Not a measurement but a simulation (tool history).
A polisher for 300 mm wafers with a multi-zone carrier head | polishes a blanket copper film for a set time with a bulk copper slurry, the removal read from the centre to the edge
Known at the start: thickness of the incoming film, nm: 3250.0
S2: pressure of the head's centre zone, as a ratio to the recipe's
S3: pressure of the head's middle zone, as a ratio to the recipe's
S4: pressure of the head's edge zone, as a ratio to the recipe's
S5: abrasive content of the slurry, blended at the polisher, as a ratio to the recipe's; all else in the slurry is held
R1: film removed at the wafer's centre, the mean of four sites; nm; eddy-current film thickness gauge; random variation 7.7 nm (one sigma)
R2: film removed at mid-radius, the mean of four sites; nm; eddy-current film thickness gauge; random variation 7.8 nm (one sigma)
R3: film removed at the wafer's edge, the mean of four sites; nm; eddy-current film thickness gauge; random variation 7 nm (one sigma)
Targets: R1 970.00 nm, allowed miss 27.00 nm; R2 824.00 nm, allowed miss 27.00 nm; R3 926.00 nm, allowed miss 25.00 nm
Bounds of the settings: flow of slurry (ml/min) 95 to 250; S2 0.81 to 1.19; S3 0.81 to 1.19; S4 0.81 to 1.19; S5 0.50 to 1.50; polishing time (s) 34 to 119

{"run": 1, "hour": 0.0, "flow of slurry (ml/min)": 160, "S2": 1.0, "S3": 1.0, "S4": 1.0, "S5": 1.0, "polishing time (s)": 76, "R1": 1173.6, "R2": 1173.8, "R3": 1172.6}
{"run": 2, "hour": 8.2, "flow of slurry (ml/min)": 160, "S2": 1.0, "S3": 1.04, "S4": 1.0, "S5": 1.0, "polishing time (s)": 76, "R1": 1176.7, "R2": 1212.0, "R3": 1187.3}
{"run": 3, "hour": 12.3, "flow of slurry (ml/min)": 160, "S2": 1.0, "S3": 0.97, "S4": 1.0, "S5": 1.0, "polishing time (s)": 76, "R1": 1170.5, "R2": 1125.2, "R3": 1181.3}
{"run": 4, "hour": 15.5, "flow of slurry (ml/min)": 125, "S2": 1.0, "S3": 0.97, "S4": 1.0, "S5": 1.0, "polishing time (s)": 76, "R1": 1118.2, "R2": 1082.0, "R3": 1141.0}
{"run": 5, "hour": 16.9, "flow of slurry (ml/min)": 155, "S2": 1.0, "S3": 0.97, "S4": 1.0, "S5": 1.0, "polishing time (s)": 76, "R1": 1153.5, "R2": 1156.5, "R3": 1179.0}
{"run": 6, "hour": 22.9, "flow of slurry (ml/min)": 145, "S2": 1.01, "S3": 0.95, "S4": 0.99, "S5": 0.9, "polishing time (s)": 75, "R1": 1126.0, "R2": 1074.9, "R3": 1099.8}
{"run": 7, "hour": 26.1, "flow of slurry (ml/min)": 140, "S2": 1.01, "S3": 0.93, "S4": 0.99, "S5": 0.85, "polishing time (s)": 74, "R1": 1081.9, "R2": 1030.5, "R3": 1105.2}
{"run": 8, "hour": 31.3, "flow of slurry (ml/min)": 135, "S2": 1.02, "S3": 0.91, "S4": 0.97, "S5": 0.8, "polishing time (s)": 73, "R1": 1051.6, "R2": 969.7, "R3": 1042.6}
{"run": 9, "hour": 35.2, "flow of slurry (ml/min)": 130, "S2": 1.02, "S3": 0.89, "S4": 0.95, "S5": 0.8, "polishing time (s)": 73, "R1": 1049.1, "R2": 956.35, "R3": 1044.0}

5 next moves are on the table. One of them brings every result within its allowed miss. Which?
{"run": "A", "hour": 39.1, "flow of slurry (ml/min)": 130, "S2": 0.96, "S3": 1.19, "S4": 0.81, "S5": 0.8, "polishing time (s)": 73, "R1": "?", "R2": "?", "R3": "?"}
{"run": "B", "hour": 39.1, "flow of slurry (ml/min)": 140, "S2": 1.02, "S3": 0.95, "S4": 0.94, "S5": 0.85, "polishing time (s)": 61, "R1": "?", "R2": "?", "R3": "?"}
{"run": "C", "hour": 39.1, "flow of slurry (ml/min)": 130, "S2": 0.95, "S3": 1.01, "S4": 0.81, "S5": 0.65, "polishing time (s)": 76, "R1": "?", "R2": "?", "R3": "?"}
{"run": "D", "hour": 39.1, "flow of slurry (ml/min)": 135, "S2": 1.02, "S3": 0.83, "S4": 0.9, "S5": 0.95, "polishing time (s)": 64, "R1": "?", "R2": "?", "R3": "?"}
{"run": "E", "hour": 39.1, "flow of slurry (ml/min)": 120, "S2": 1.05, "S3": 0.83, "S4": 0.97, "S5": 1.15, "polishing time (s)": 65, "R1": "?", "R2": "?", "R3": "?"}

move=A R1=987.23 R2=1204.40 R3=959.94
move=B R1=898.53 R2=850.51 R3=878.18
move=C R1=982.20 R2=1053.70 R3=968.74
move=D R1=952.89 R2=808.03 R3=917.60
move=E R1=1004.50 R2=829.73 R3=982.72
A: further off than the last run
B: brings the result that was furthest off to its target, and leaves another outside
C: further off than the last run
D: meets every target
E: brings the result that was furthest off to its target, and leaves another outside
The right move is D.
